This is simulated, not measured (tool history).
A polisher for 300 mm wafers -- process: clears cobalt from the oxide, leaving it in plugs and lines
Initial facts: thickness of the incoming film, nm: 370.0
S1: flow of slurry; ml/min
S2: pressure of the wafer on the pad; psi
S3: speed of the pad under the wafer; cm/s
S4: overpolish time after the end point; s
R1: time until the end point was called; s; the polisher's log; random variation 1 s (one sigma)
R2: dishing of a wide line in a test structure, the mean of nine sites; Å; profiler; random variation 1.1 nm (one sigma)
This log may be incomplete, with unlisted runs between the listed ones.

run	day	S1	S2	S3	S4	R1	R2
1	0	320	1.6	96	23	83.125	520.63
2	0.067	320	1.7	96	22	80.061	539.82
3	0.146	260	1.7	96	22	81.187	513.37
4	0.262	260	1.8	96	21	75.176	515.53
5	0.367	300	1.8	96	21	73.237	511.02
6	0.467	300	1.8	96	27	75.934	577.65
7	0.733	300	1.9	96	26	72.241	584.31

Expected results for the next run?
8	1.1	300	2	96	25	?	?

Run 8 produced R1 68.181 s, R2 598.47 Å.
